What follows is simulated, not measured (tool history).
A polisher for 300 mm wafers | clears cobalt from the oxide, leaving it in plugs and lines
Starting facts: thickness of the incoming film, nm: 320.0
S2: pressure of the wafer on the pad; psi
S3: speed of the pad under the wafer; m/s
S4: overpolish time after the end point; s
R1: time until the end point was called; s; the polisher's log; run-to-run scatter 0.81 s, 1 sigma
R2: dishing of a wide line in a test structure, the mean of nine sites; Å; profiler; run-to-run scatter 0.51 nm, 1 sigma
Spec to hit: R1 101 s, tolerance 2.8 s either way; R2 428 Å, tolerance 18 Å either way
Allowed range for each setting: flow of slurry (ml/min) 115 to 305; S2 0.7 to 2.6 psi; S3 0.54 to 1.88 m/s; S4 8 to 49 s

run 1 hour=0 | flow_of_slurry_(ml/min)=195 S2=1.6 S3=1.2 S4=25 | R1=80.768 R2=421.16
run 2 hour=3.2 | flow_of_slurry_(ml/min)=190 S2=1.5 S3=1.2 S4=27 | R1=84.695 R2=411.62
run 3 hour=10.7 | flow_of_slurry_(ml/min)=190 S2=1.4 S3=1.2 S4=31 | R1=88.295 R2=426.5
run 4 hour=13.6 | flow_of_slurry_(ml/min)=165 S2=1.4 S3=1.2 S4=31 | R1=91.646 R2=424.93
run 5 hour=21.4 | flow_of_slurry_(ml/min)=165 S2=1.4 S3=0.9 S4=31 | R1=123.19 R2=394.88
run 6 hour=26.1 | flow_of_slurry_(ml/min)=180 S2=1.5 S3=0.9 S4=32 | R1=112.64 R2=408.98
run 7 hour=34.1 | flow_of_slurry_(ml/min)=195 S2=1.5 S3=0.9 S4=32 | R1=110.95 R2=410.82
-- hour=39.9 slurry nozzle cleaned
run 8 hour=39.9 | flow_of_slurry_(ml/min)=245 S2=1.6 S3=0.9 S4=34 | R1=95.849 R2=436.61

Which one of the following 4 next-run settings gets every result inside its allowed miss? There is exactly one.
run A hour=45.7 | flow_of_slurry_(ml/min)=260 S2=1.5 S3=0.9 S4=33 | R1=? R2=?
run B hour=45.7 | flow_of_slurry_(ml/min)=230 S2=1.7 S3=0.88 S4=34 | R1=? R2=?
run C hour=45.7 | flow_of_slurry_(ml/min)=255 S2=1.6 S3=0.94 S4=29 | R1=? R2=?
run D hour=45.7 | flow_of_slurry_(ml/min)=225 S2=1.7 S3=0.92 S4=36 | R1=? R2=?

move=A R1=101.45 R2=433.12
move=B R1=94.309 R2=442.3
move=C R1=92.247 R2=428.83
move=D R1=90.593 R2=449.83
A: every result lands within tolerance
B: the biggest miss grows against the last run
C: the biggest miss grows against the last run
D: the biggest miss grows against the last run
So the answer is move A, the one that meets all the targets.
